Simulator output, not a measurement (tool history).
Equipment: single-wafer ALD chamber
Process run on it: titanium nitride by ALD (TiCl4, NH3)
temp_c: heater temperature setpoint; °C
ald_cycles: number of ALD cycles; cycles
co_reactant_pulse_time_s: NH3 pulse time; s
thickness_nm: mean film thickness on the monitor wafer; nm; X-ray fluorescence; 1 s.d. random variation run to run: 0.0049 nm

{"run": 1, "day": 0.0, "temp_c": 375, "ald_cycles": 53, "co_reactant_pulse_time_s": 1.97, "thickness_nm": 1.1103}
{"run": 2, "day": 0.238, "temp_c": 375, "ald_cycles": 53, "co_reactant_pulse_time_s": 2.29, "thickness_nm": 1.1145}
{"run": 3, "day": 0.425, "temp_c": 375, "ald_cycles": 53, "co_reactant_pulse_time_s": 2.29, "thickness_nm": 1.1259}
{"run": 4, "day": 0.562, "temp_c": 375, "ald_cycles": 53, "co_reactant_pulse_time_s": 2.29, "thickness_nm": 1.1273}
{"run": 5, "day": 0.592, "temp_c": 375, "ald_cycles": 53, "co_reactant_pulse_time_s": 2.6, "thickness_nm": 1.1455}
{"run": 6, "day": 0.917, "temp_c": 380, "ald_cycles": 53, "co_reactant_pulse_time_s": 2.6, "thickness_nm": 1.133}

For run 7, what comes out?
{"run": 7, "day": 1.162, "temp_c": 384, "ald_cycles": 52, "co_reactant_pulse_time_s": 2.08, "thickness_nm": "?"}

thickness_nm: 1.1045 nm
